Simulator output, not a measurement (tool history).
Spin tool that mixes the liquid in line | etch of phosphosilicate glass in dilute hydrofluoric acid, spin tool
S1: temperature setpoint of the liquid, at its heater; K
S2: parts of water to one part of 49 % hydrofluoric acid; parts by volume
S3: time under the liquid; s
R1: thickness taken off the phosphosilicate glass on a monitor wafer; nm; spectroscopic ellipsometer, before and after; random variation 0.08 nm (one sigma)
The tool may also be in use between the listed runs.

run 1 day=0.000 | S1=295.15 S2=170 S3=15 | R1=9.8285
run 2 day=0.042 | S1=297.15 S2=165 S3=15 | R1=11.0000
run 3 day=0.404 | S1=297.15 S2=165 S3=15 | R1=10.9530
run 4 day=0.592 | S1=298.65 S2=160 S3=15 | R1=12.0470
run 5 day=0.717 | S1=302.15 S2=160 S3=15 | R1=13.7180
run 6 day=0.750 | S1=303.15 S2=160 S3=15 | R1=14.1960
run 7 day=0.921 | S1=303.15 S2=155 S3=15 | R1=14.8150

Forecast run 8:
run 8 day=1.008 | S1=303.15 S2=150 S3=15 | R1=?

R1: 15.3390 nm
